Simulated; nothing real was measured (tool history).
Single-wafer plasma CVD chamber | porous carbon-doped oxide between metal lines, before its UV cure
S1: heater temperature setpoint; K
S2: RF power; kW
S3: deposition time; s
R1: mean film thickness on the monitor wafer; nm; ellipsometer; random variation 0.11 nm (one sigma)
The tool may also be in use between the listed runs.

run    day      S1     S2    S3      R1
  1  0.000  593.15  0.635  10.9  58.035
  2  0.362  593.15  0.695  10.9  61.081
  3  0.696  596.15  0.690  10.9  59.600
  4  1.029  596.15  0.740  10.9  61.681
  5  1.258  596.15  0.710  10.9  60.522
  6  1.538  605.15  0.710  10.9  57.678
  7  1.662  606.15  0.710  10.9  57.165
  8  1.696  607.15  0.710  10.9  56.962
     1.829  -- RF generator calibrated
  9  1.829  608.15  0.710  10.9  58.618
 10  2.058  609.15  0.695  10.9  57.557
 11  2.342  610.15  0.685  10.9  56.889

Run 12 comes next. What will it give?
 12  2.438  610.15  0.685  10.9   ?

{"run 12": {"R1": 56.857}}
